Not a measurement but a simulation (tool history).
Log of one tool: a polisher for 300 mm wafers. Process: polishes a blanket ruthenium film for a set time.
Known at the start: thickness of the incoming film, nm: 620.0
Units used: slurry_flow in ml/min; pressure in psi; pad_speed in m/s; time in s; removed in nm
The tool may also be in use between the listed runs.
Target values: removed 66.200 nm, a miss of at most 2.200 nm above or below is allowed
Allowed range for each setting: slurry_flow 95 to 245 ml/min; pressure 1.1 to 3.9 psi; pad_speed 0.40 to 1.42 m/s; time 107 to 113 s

run	hour	slurry_flow	pressure	pad_speed	time	removed
1	0.0	155	2.5	0.90	107	115.600
2	5.4	155	2.5	0.80	107	103.850
3	8.5	155	2.5	0.80	113	108.000
4	13.3	150	2.2	0.80	113	100.760
5	19.0	150	1.9	0.78	113	89.119
6	24.8	125	1.9	0.78	113	87.570
7	26.2	125	1.9	0.78	113	85.972
8	31.9	125	1.7	0.78	113	82.243
9	38.9	125	1.6	0.78	113	79.881
10	40.6	125	1.5	0.78	113	75.587
11	44.1	125	1.4	0.78	113	74.848
12	51.8	125	1.3	0.78	113	71.902
13	60.1	125	1.2	0.78	113	67.725

Exactly one of the 5 candidate moves below puts every result within its allowed miss. Which one?
A	68.4	150	1.1	0.76	107	?
B	68.4	105	1.2	0.82	113	?
C	68.4	130	1.3	0.76	113	?
D	68.4	165	1.3	0.74	113	?
E	68.4	120	1.1	0.82	110	?

move	removed
A	62.223
B	69.659
C	69.577
D	70.130
E	66.580
A: moves the result that the last run missed by most past its target, out the other side
B: the biggest miss grows against the last run
C: the biggest miss grows against the last run
D: the biggest miss grows against the last run
E: hits every target within its allowed miss
Correct choice: E, which meets every target
